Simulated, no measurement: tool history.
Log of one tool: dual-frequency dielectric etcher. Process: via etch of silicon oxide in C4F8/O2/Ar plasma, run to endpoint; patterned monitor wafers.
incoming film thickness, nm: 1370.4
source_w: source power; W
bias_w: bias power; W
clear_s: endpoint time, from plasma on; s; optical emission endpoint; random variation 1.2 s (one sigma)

run,day,source_w,bias_w,clear_s
1,0,1900,2720,244.67
2,0.054,1650,2720,258.51
3,0.288,1590,2676,262.26
4,0.604,1590,2461,268.44
5,0.946,1540,2433,272.81
6,1.05,1500,2413,276.64
7,1.196,1460,2401,281.5
8,1.558,1430,2394,282.99
9,1.792,1140,2289,311.42

Forecast run 10:
10,2.05,1150,2293,?

clear_s: 308.78 s
